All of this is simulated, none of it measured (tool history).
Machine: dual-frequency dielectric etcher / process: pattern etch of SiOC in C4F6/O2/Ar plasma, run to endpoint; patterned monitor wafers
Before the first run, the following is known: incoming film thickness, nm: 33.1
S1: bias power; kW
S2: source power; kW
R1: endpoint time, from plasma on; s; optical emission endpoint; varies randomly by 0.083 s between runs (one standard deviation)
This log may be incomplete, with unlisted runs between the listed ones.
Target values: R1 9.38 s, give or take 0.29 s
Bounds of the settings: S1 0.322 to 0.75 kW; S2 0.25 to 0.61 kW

run 1 day=0 | S1=0.536 S2=0.43 | R1=10.878
run 2 day=0.3 | S1=0.536 S2=0.37 | R1=11.364
run 3 day=0.658 | S1=0.579 S2=0.39 | R1=11.156
run 4 day=1.008 | S1=0.6 S2=0.44 | R1=10.414
run 5 day=1.221 | S1=0.622 S2=0.46 | R1=10.208
run 6 day=1.462 | S1=0.622 S2=0.4 | R1=10.644
run 7 day=1.596 | S1=0.648 S2=0.42 | R1=10.32
run 8 day=1.817 | S1=0.668 S2=0.44 | R1=10.335
run 9 day=1.958 | S1=0.682 S2=0.47 | R1=9.8804

Consider the 5 candidate settings below. Which is the only one whose results all fall within their allowed miss of target?
run A day=2.1 | S1=0.75 S2=0.58 | R1=?
run B day=2.1 | S1=0.75 S2=0.6 | R1=?
run C day=2.1 | S1=0.624 S2=0.44 | R1=?
run D day=2.1 | S1=0.75 S2=0.61 | R1=?
run E day=2.1 | S1=0.64 S2=0.57 | R1=?

move=A R1=8.9582
move=B R1=8.8578
move=C R1=10.372
move=D R1=8.8091
move=E R1=9.4551
A: the result that was furthest off in the last run now lies on the other side of its target
B: the result that was furthest off in the last run now lies on the other side of its target
C: lands further from the targets than the last run did
D: the result that was furthest off in the last run now lies on the other side of its target
E: hits every target within its allowed miss
E is the move that brings every result within its allowed miss.
